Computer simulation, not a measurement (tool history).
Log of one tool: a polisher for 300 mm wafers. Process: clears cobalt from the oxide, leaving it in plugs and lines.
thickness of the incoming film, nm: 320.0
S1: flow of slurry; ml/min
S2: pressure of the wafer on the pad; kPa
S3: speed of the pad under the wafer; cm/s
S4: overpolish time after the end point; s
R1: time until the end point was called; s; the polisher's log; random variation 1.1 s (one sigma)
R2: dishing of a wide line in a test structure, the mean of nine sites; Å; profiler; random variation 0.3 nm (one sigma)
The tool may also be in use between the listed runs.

Run 1, day 0: S1 270 ml/min, S2 15.2 kPa, S3 110 cm/s, S4 17 s. Result: R1 59.553 s, R2 551.44 Å.
Run 2, day 0.208: S1 270 ml/min, S2 15.2 kPa, S3 122 cm/s, S4 17 s. Result: R1 55.551 s, R2 585.51 Å.
Run 3, day 0.246: S1 270 ml/min, S2 13.8 kPa, S3 122 cm/s, S4 17 s. Result: R1 59.847 s, R2 551.75 Å.
Run 4, day 0.433: S1 290 ml/min, S2 13.1 kPa, S3 122 cm/s, S4 15 s. Result: R1 64.453 s, R2 502.64 Å.
At day 0.554: worn pad replaced by a new one.
Run 5, day 0.554: S1 290 ml/min, S2 13.1 kPa, S3 122 cm/s, S4 22 s. Result: R1 61.033 s, R2 635.03 Å.
Run 6, day 0.746: S1 290 ml/min, S2 13.1 kPa, S3 136 cm/s, S4 22 s. Result: R1 51.729 s, R2 672.32 Å.
Run 7, day 0.783: S1 310 ml/min, S2 12.4 kPa, S3 138 cm/s, S4 20 s. Result: R1 56.751 s, R2 642.23 Å.

Forecast run 8:
Run 8, day 0.962: S1 290 ml/min, S2 13.1 kPa, S3 128 cm/s, S4 18 s. Result: R1 ?, R2 ?.

R1: 56.182 s
R2: 589.1 Å

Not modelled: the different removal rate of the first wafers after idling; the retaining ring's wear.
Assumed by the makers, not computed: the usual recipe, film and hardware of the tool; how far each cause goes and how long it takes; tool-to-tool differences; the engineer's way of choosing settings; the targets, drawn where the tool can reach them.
